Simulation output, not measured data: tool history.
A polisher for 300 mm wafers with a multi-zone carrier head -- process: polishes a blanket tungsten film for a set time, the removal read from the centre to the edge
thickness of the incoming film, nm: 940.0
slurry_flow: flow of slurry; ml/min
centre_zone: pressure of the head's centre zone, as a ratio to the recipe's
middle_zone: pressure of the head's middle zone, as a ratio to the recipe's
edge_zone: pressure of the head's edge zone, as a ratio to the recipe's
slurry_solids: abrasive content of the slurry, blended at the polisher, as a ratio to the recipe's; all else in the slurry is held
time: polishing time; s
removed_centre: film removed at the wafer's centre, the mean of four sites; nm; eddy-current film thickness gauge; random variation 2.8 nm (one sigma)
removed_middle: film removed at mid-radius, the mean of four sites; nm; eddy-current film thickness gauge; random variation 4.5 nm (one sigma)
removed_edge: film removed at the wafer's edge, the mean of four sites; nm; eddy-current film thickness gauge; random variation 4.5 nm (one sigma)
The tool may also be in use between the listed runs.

| run | hour | slurry_flow | centre_zone | middle_zone | edge_zone | slurry_solids | time | removed_centre | removed_middle | removed_edge |
|---|---|---|---|---|---|---|---|---|---|---|
| 1 | 0 | 125 | 1 | 1 | 1 | 1 | 47 | 309.49 | 322.39 | 312.67 |
| 2 | 2.8 | 125 | 1.07 | 1 | 1 | 1 | 47 | 329.84 | 316.52 | 311.18 |
| 3 | 9.4 | 135 | 1.06 | 1.03 | 1 | 1 | 47 | 330.8 | 331.52 | 317.85 |
| 4 | 10.2 | 135 | 1.06 | 1.03 | 1 | 1 | 36 | 258.8 | 259.25 | 242.68 |
| 5 | 12.4 | 160 | 1.06 | 1.03 | 1 | 1 | 36 | 269.06 | 264.65 | 254.43 |
| 6 | 13.6 | 160 | 1.06 | 1.03 | 1 | 0.8 | 36 | 252.08 | 246.48 | 239.94 |

Estimate the outcome of run 7 from the log above:
| 7 | 18.5 | 165 | 1.06 | 1.06 | 1.02 | 0.95 | 37 | ? | ? | ? |

removed_centre: 275.7 nm
removed_middle: 279.34 nm
removed_edge: 259.36 nm

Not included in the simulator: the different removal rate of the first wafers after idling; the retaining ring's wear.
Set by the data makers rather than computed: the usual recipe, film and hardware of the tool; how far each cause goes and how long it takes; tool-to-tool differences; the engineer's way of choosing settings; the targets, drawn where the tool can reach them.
